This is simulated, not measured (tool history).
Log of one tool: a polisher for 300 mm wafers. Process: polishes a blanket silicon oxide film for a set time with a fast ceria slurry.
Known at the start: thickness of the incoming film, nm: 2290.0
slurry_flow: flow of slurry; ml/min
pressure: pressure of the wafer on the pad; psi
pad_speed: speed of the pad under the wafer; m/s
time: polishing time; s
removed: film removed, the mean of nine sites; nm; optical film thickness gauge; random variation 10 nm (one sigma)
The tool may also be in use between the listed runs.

run 1 hour=0 | slurry_flow=160 pressure=2.7 pad_speed=1.2 time=25 | removed=509.18
run 2 hour=3 | slurry_flow=160 pressure=2.3 pad_speed=1.2 time=25 | removed=454.41
run 3 hour=9.2 | slurry_flow=185 pressure=2.3 pad_speed=1.2 time=25 | removed=465.45
run 4 hour=13.5 | slurry_flow=210 pressure=2.3 pad_speed=1.2 time=25 | removed=480.29
run 5 hour=15.3 | slurry_flow=210 pressure=2.5 pad_speed=1.22 time=25 | removed=510.06
run 6 hour=20.8 | slurry_flow=210 pressure=2.7 pad_speed=1.24 time=25 | removed=549.05

Run 7 comes next. What will it give?
run 7 hour=24.2 | slurry_flow=210 pressure=2.9 pad_speed=1.26 time=25 | removed=?

{"run 7": {"removed": 604.85}}
